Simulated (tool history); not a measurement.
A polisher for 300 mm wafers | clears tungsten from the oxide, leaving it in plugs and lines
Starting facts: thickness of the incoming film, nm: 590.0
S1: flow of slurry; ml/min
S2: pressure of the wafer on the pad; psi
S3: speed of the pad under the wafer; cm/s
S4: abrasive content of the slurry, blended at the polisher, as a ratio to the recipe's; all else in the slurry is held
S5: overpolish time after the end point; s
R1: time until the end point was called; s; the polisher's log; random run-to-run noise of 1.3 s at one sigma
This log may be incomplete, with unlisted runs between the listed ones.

run	hour	S1	S2	S3	S4	S5	R1
1	0	215	4.6	122	1	40	76.877
2	8.8	170	4.6	122	1	40	77.794
3	16.4	170	4.1	122	1	40	87.842
4	25	200	4.1	122	1	40	86.207
5	26.4	165	4.1	122	1	40	88.015
6	33.2	165	3.8	122	1	40	94.481
7	35.4	165	3.6	122	1	40	99.135

What will run 8 give?
8	38.7	165	3.4	122	1	40	?

{"run 8": {"R1": 104.98}}
